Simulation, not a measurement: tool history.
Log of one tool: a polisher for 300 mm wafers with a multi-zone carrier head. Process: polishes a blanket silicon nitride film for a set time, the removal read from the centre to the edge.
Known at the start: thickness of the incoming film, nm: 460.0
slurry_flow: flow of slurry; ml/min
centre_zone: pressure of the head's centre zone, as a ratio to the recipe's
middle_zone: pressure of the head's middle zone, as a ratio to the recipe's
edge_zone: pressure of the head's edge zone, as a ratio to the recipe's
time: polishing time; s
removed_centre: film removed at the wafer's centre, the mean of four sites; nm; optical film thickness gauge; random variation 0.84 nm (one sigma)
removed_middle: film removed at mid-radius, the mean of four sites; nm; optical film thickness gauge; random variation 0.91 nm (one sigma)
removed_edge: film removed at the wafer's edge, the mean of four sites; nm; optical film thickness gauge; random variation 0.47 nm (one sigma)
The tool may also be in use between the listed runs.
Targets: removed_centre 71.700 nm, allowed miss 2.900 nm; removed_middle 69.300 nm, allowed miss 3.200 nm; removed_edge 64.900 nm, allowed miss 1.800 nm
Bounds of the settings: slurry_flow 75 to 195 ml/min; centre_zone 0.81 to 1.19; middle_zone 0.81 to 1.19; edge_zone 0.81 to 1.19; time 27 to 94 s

run  hour  slurry_flow  centre_zone  middle_zone  edge_zone  time  removed_centre  removed_middle  removed_edge
  1   0.0          125         1.00         1.00       1.00    60         118.660         115.930       114.830
  2   4.9          125         0.94         1.00       1.00    60         107.600         117.520       115.780
  3  11.2          125         0.94         1.08       1.00    60         111.160         126.150       115.110
  4  20.0          120         0.96         1.06       0.97    52          96.308         106.820        97.242
  5  22.4          120         0.96         1.06       0.97    58         108.510         117.390       107.320
  6  26.4          135         0.96         1.06       0.97    58         110.640         120.710       110.680
  7  33.3          100         0.99         0.96       0.87    41          74.673          72.552        70.334
  8  39.4           95         0.99         0.96       0.85    41          72.060          72.246        68.571
  9  40.2           90         1.00         0.96       0.84    41          69.070          68.472        67.719

Which of these 5 next moves meets every target?
  A  41.0          115         1.02         0.96       0.91    38               ?               ?             ?
  B  41.0           75         0.98         0.95       0.84    45               ?               ?             ?
  C  41.0           90         0.96         0.92       0.84    43               ?               ?             ?
  D  41.0           75         0.95         0.92       0.81    46               ?               ?             ?
  E  41.0          120         0.98         0.93       0.81    38               ?               ?             ?

move  removed_centre  removed_middle  removed_edge
   A          72.523          69.910        69.258
   B          69.031          70.405        71.490
   C          70.534          70.621        71.723
   D          68.374          70.080        71.949
   E          70.557          68.886        66.287
A: further off than the last run
B: further off than the last run
C: further off than the last run
D: further off than the last run
E: meets every target
Answer: E
